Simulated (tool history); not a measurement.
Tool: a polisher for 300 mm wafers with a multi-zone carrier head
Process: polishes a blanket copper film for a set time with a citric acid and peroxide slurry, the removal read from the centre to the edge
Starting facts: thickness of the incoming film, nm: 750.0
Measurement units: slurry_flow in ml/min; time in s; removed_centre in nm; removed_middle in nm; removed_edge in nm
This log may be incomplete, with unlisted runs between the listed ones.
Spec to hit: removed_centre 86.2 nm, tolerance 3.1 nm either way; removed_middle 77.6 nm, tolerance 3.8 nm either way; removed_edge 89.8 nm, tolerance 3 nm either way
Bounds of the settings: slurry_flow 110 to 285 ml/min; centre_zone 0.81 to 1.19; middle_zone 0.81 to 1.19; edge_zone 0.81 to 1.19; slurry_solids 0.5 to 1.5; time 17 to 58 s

run 1 hour=0 | slurry_flow=180 centre_zone=1 middle_zone=1 edge_zone=1 slurry_solids=1 time=37 | removed_centre=63.789 removed_middle=70.118 removed_edge=73.064
run 2 hour=4.3 | slurry_flow=225 centre_zone=1 middle_zone=1 edge_zone=1 slurry_solids=1 time=37 | removed_centre=65.929 removed_middle=71.908 removed_edge=75.469
run 3 hour=9.9 | slurry_flow=225 centre_zone=1 middle_zone=1 edge_zone=1 slurry_solids=1 time=31 | removed_centre=54.318 removed_middle=61.937 removed_edge=63.183
run 4 hour=18.1 | slurry_flow=230 centre_zone=1.03 middle_zone=0.99 edge_zone=1.03 slurry_solids=1.1 time=32 | removed_centre=58.731 removed_middle=66.183 removed_edge=66.132
run 5 hour=25 | slurry_flow=225 centre_zone=1.04 middle_zone=0.95 edge_zone=1.03 slurry_solids=1.1 time=34 | removed_centre=64.327 removed_middle=64.689 removed_edge=71.062
run 6 hour=30.9 | slurry_flow=225 centre_zone=1.04 middle_zone=0.95 edge_zone=1.03 slurry_solids=0.9 time=34 | removed_centre=61.281 removed_middle=63.584 removed_edge=66.977
-- hour=38.8 centre zone pressure recalibrated
run 7 hour=38.8 | slurry_flow=225 centre_zone=1.05 middle_zone=0.94 edge_zone=1.04 slurry_solids=1 time=35 | removed_centre=73.022 removed_middle=65.909 removed_edge=71.142
run 8 hour=42.2 | slurry_flow=230 centre_zone=1.04 middle_zone=0.94 edge_zone=1.07 slurry_solids=1.1 time=35 | removed_centre=74.481 removed_middle=66.893 removed_edge=74.893

Which one of the following 4 next-run settings gets every result inside its allowed miss? There is exactly one.
run A hour=45.6 | slurry_flow=225 centre_zone=0.97 middle_zone=0.86 edge_zone=1.02 slurry_solids=1.1 time=43 | removed_centre=? removed_middle=? removed_edge=?
run B hour=45.6 | slurry_flow=215 centre_zone=1.07 middle_zone=0.91 edge_zone=1.07 slurry_solids=1.3 time=41 | removed_centre=? removed_middle=? removed_edge=?
run C hour=45.6 | slurry_flow=250 centre_zone=1.16 middle_zone=0.96 edge_zone=1.12 slurry_solids=1.1 time=41 | removed_centre=? removed_middle=? removed_edge=?
run D hour=45.6 | slurry_flow=205 centre_zone=0.99 middle_zone=0.98 edge_zone=0.97 slurry_solids=0.9 time=44 | removed_centre=? removed_middle=? removed_edge=?

move=A removed_centre=84.866 removed_middle=75.541 removed_edge=88.151
move=B removed_centre=92.172 removed_middle=77.854 removed_edge=88.888
move=C removed_centre=98.265 removed_middle=79.781 removed_edge=88.745
move=D removed_centre=83.846 removed_middle=81.55 removed_edge=83.424
A: in spec on every target
B: brings the last run's worst result on target, with another outside its allowed miss
C: brings the last run's worst result on target, with another outside its allowed miss
D: closer than the last run, but not yet in spec
Move A is the one to make.

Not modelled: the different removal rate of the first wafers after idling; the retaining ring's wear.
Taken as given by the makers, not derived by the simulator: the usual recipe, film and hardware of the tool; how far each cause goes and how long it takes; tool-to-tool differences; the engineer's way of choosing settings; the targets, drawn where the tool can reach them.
